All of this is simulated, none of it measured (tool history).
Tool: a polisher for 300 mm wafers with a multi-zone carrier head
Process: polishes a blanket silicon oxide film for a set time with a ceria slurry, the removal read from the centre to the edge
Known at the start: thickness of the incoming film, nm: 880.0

run  hour  flow of slurry (ml/min)  pressure of the head's centre zone  pressure of the head's middle zone  pressure of the head's edge zone  polishing time (s)  film removed at the wafer's centre (angstrom)  film removed at mid-radius (angstrom)  film removed at the wafer's edge (angstrom)
  1     0                      255                                   1                                   1                                 1                  57                                         3226.9                                 3220.7                                       3083.7
  2   2.8                      255                                0.94                                   1                                 1                  57                                         2979.5                                 3113.7                                       3021.3
  3   6.5                      255                                0.94                                0.97                                 1                  57                                         2990.8                                 3145.1                                       3104.1
  4   8.3                      305                                0.94                                0.97                                 1                  57                                         3030.2                                   3194                                       3143.5
  5  11.4                      305                                0.97                                0.98                                 1                  60                                         3298.4                                 3323.4                                       3283.5
  6  13.5                      280                                0.97                                0.98                                 1                  60                                         3248.5                                 3298.6                                       3236.1

Run 7 comes next. What will it give?
  7  19.6                      280                                0.99                                0.99                                 1                  63                                              ?                                      ?                                            ?

Run 7 gave film removed at the wafer's centre (angstrom) 3474.7, film removed at mid-radius (angstrom) 3533.1, film removed at the wafer's edge (angstrom) 3445.1.
